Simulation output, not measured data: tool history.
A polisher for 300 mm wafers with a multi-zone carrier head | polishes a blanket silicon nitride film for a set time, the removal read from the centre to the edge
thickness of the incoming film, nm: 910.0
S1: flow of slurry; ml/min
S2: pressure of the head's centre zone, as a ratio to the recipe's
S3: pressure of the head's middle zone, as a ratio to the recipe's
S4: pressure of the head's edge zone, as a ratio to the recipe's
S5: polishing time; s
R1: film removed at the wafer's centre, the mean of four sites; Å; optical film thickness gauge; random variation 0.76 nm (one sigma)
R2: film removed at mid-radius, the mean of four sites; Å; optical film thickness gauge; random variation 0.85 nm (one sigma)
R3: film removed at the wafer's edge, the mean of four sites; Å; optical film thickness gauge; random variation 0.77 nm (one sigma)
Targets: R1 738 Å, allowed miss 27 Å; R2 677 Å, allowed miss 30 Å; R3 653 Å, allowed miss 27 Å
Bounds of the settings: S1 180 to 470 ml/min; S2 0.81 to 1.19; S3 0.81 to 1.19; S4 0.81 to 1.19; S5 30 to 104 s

run  hour   S1    S2    S3    S4  S5      R1      R2      R3
  1     0  300     1     1     1  67  826.81  820.64   868.7
  2   4.7  305  1.02     1  0.97  64  803.68  789.08  796.39
  3   7.9  305  1.02  0.98  0.94  63  778.91   769.6     780
  4   8.6  305  1.02  0.98  0.86  63  792.84  775.99  749.01
  5  16.3  305  1.02  1.05  0.86  63   783.9  827.15  762.39
  6  21.5  305  1.03  1.03  0.85  61  776.21  774.17  714.25
  7  24.1  300  1.03  1.01  0.85  60  759.89  736.09  715.88
  8    30  305  1.04  1.01  0.84  59  734.69  737.03  715.13
  9  37.2  275  1.05  1.01  0.83  59  740.43  716.13  682.72
 10  37.9  265  1.06  1.01  0.83  59  749.55  738.41  688.11

4 next moves are on the table. One of them brings every result within its allowed miss. Which?
  A  38.6  350  1.04  0.92   0.9  57   ?   ?   ?
  B  38.6  400  1.08  0.97  0.84  54   ?   ?   ?
  C  38.6  265  1.19  0.99  0.81  51   ?   ?   ?
  D  38.6  275  1.06  0.91  0.91  54   ?   ?   ?

move      R1      R2      R3
   A  726.58  689.56  693.94
   B  723.97  683.35  645.53
   C  721.02  627.68  582.96
   D  682.59  632.67  647.83
A: brings the result that was furthest off to its target, and leaves another outside
B: meets every target
C: takes the result that was furthest off past its target
D: takes the result that was furthest off past its target
The right move is B.
